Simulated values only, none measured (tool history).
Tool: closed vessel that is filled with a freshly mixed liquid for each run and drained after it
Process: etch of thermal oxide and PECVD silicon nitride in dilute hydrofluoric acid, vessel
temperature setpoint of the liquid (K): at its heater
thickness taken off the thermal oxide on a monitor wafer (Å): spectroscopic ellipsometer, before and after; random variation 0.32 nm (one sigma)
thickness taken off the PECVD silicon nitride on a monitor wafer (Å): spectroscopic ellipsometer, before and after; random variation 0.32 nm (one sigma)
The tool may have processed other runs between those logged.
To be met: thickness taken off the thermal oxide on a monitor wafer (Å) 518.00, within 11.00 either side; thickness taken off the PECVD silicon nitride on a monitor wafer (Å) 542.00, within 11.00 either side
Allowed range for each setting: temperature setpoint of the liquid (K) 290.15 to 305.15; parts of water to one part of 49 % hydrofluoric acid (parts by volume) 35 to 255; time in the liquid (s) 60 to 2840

run,hour,temperature setpoint of the liquid (K),parts of water to one part of 49 % hydrofluoric acid (parts by volume),time in the liquid (s),thickness taken off the thermal oxide on a monitor wafer (Å),thickness taken off the PECVD silicon nitride on a monitor wafer (Å)
1,0.0,297.15,145,1450,433.52,559.81
2,4.0,296.15,135,1420,438.96,550.98
3,7.5,298.15,135,1420,474.50,633.07
4,13.3,296.65,125,1405,486.09,615.24
5,19.3,295.65,115,1395,507.34,617.35
6,27.0,294.65,110,1385,504.30,599.49
7,28.7,293.65,105,1375,514.13,581.21
8,31.0,293.65,105,1375,515.84,586.43
9,32.5,293.15,105,1370,500.56,562.52
10,35.9,292.65,100,1365,516.93,567.94
11,43.3,292.15,100,1365,502.58,547.04
12,51.1,292.15,100,1365,507.17,544.66

Which one of the following 4 next-run settings gets every result inside its allowed miss? There is exactly one.
A,58.9,290.15,110,1685,?,?
B,58.9,293.65,95,1170,?,?
C,58.9,293.15,120,1535,?,?
D,58.9,291.15,110,1555,?,?

move,thickness taken off the thermal oxide on a monitor wafer (Å),thickness taken off the PECVD silicon nitride on a monitor wafer (Å)
A,515.76,539.83
B,487.28,549.82
C,482.31,555.08
D,496.26,533.89
A: meets every target
B: misses by more than the last run did
C: misses by more than the last run did
D: misses by more than the last run did
So the answer is move A, the one that meets all the targets.
